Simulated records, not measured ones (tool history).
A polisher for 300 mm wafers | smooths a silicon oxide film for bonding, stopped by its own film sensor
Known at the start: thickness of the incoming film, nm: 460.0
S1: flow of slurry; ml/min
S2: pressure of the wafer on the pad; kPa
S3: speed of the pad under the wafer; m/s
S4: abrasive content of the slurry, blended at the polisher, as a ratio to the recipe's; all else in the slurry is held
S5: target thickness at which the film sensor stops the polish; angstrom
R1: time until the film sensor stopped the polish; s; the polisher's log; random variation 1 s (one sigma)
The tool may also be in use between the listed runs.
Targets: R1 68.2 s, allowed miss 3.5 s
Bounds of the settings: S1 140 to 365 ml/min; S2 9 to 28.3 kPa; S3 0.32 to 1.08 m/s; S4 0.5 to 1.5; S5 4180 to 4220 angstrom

run	hour	S1	S2	S3	S4	S5	R1
1	0	235	18.6	0.7	1	4180	46.143
2	6.6	235	17.2	0.7	1	4180	48.727
3	11.4	235	20.7	0.7	1	4180	42.584
4	17.3	180	20.7	0.7	1	4180	43.114
5	23.2	180	23.4	0.7	1	4180	38.718
6	23.8	180	27.6	0.7	1	4180	32.521
# hour 30.4: head pressure recalibrated
7	30.4	180	22.8	0.6	1	4180	48.194
8	34	180	21.4	0.6	1	4180	51.919
9	38.8	180	21.4	0.6	1	4180	51.162

4 next moves are on the table. One of them brings every result within its allowed miss. Which?
A	43.6	195	22.8	0.52	0.7	4190	?
B	43.6	175	20.7	0.5	0.95	4180	?
C	43.6	195	19.3	0.38	1.1	4180	?
D	43.6	205	16.5	0.7	1	4180	?

move	R1
A	61.479
B	60.048
C	69.042
D	58.168
A: nearer than the last run, and not there yet
B: nearer than the last run, and not there yet
C: meets every target
D: nearer than the last run, and not there yet
Answer: C

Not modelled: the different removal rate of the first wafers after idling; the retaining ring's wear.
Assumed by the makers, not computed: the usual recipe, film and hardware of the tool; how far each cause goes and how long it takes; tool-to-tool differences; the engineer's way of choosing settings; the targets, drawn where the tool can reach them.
